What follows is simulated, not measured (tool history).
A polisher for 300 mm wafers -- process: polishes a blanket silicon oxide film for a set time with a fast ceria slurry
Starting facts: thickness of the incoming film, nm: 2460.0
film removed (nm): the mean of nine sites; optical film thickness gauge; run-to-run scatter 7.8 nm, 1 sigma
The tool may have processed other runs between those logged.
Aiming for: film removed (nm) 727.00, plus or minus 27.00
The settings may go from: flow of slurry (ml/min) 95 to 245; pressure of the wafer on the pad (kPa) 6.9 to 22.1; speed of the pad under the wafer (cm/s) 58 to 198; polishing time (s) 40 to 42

| run | hour | flow of slurry (ml/min) | pressure of the wafer on the pad (kPa) | speed of the pad under the wafer (cm/s) | polishing time (s) | film removed (nm) |
|---|---|---|---|---|---|---|
| 1 | 0.0 | 155 | 14.5 | 128 | 40 | 492.23 |
| 2 | 8.5 | 155 | 17.2 | 128 | 40 | 564.51 |
| 3 | 9.0 | 155 | 17.2 | 102 | 40 | 453.80 |
| 4 | 11.5 | 155 | 17.9 | 104 | 40 | 474.50 |
| 5 | 15.6 | 155 | 17.9 | 104 | 42 | 500.65 |
| 6 | 20.2 | 155 | 18.6 | 106 | 42 | 534.58 |
| 7 | 28.0 | 155 | 19.3 | 108 | 42 | 565.01 |
| 8 | 35.9 | 155 | 19.3 | 110 | 42 | 561.12 |
| 9 | 36.6 | 155 | 19.3 | 112 | 42 | 582.14 |
| 10 | 39.4 | 165 | 20.7 | 116 | 42 | 652.62 |
| 11 | 47.5 | 165 | 22.1 | 120 | 42 | 693.71 |

Below are 4 possible settings for the next run. Only one of them brings all results inside the allowed miss of their targets. Which is it?
| A | 55.6 | 180 | 22.1 | 132 | 42 | ? |
| B | 55.6 | 180 | 20.7 | 136 | 41 | ? |
| C | 55.6 | 180 | 21.4 | 124 | 40 | ? |
| D | 55.6 | 140 | 22.1 | 112 | 42 | ? |

| move | film removed (nm) |
|---|---|
| A | 771.78 |
| B | 734.52 |
| C | 673.47 |
| D | 634.61 |
A: pushes the last run's worst result past its target
B: every result within its allowed miss
C: lands further from the targets than the last run did
D: lands further from the targets than the last run did
B is the move that brings every result within its allowed miss.
